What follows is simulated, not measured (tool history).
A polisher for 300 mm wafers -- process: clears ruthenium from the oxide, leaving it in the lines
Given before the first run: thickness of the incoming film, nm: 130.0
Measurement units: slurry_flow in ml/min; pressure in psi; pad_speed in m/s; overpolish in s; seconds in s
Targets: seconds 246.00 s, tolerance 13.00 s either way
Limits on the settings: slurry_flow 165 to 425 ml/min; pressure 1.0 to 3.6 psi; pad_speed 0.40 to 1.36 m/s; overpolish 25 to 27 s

run	hour	slurry_flow	pressure	pad_speed	overpolish	seconds
1	0.0	275	2.3	0.88	25	103.59
2	6.4	275	2.0	0.82	25	129.47
3	10.2	275	2.0	0.82	27	126.54
4	18.8	275	1.8	0.78	27	150.66
5	24.8	275	1.8	0.78	27	144.37
6	30.7	275	1.6	0.74	27	172.08
7	34.1	275	1.6	0.74	27	164.61
8	36.8	275	1.6	0.74	27	166.01
9	38.8	275	1.5	0.72	27	174.34

Exercise: of the 5 proposed moves below, exactly one satisfies all targets within the stated allowed misses. Which move is it?
A	40.8	175	1.7	0.44	27	?
B	40.8	275	1.1	0.56	27	?
C	40.8	285	1.2	0.70	27	?
D	40.8	215	1.0	0.70	25	?
E	40.8	260	1.1	0.74	27	?

move	seconds
A	278.10
B	275.24
C	209.98
D	242.37
E	211.98
A: the result that was furthest off in the last run now lies on the other side of its target
B: the result that was furthest off in the last run now lies on the other side of its target
C: an improvement on the last run, though not all results are within tolerance
D: in spec on every target
E: an improvement on the last run, though not all results are within tolerance
Correct choice: D, which meets every target

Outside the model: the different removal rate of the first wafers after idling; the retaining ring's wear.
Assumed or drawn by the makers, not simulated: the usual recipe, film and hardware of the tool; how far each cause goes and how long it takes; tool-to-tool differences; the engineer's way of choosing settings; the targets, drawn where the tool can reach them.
